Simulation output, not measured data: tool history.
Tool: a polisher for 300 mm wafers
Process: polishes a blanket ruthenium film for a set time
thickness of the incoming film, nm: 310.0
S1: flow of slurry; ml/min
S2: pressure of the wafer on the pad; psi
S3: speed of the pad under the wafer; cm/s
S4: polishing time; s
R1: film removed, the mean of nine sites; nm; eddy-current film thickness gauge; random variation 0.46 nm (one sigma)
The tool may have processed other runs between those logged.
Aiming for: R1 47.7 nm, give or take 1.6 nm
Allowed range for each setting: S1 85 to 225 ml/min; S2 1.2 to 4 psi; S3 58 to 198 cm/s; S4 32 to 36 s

run,hour,S1,S2,S3,S4,R1
1,0,145,2.6,128,36,68.631
2,3.6,145,2.6,100,36,56.619
3,11.1,140,2.5,100,36,53.89
4,18.5,140,1.9,100,36,41.296
5,25.1,140,1.9,100,32,36.672
6,28,140,1.9,100,32,36.721
7,33.9,170,2.6,102,32,51.646
# hour 36.8: slurry nozzle cleaned
8,36.8,145,2.5,102,32,52.118
9,38.1,150,2.5,102,32,51.525
10,41.2,150,2.4,102,32,50.977

Which single option among these 4 for the next run brings every result within its allowed miss of target? Just one does.
A,44.3,135,2.4,112,33,?
B,44.3,135,1.9,126,36,?
C,44.3,115,1.7,130,33,?
D,44.3,145,2.1,114,32,?

move,R1
A,54.797
B,52.557
C,42.973
D,48.027
A: lands further from the targets than the last run did
B: lands further from the targets than the last run did
C: takes the result that was furthest off past its target
D: in spec on every target
Move D is the one to make.
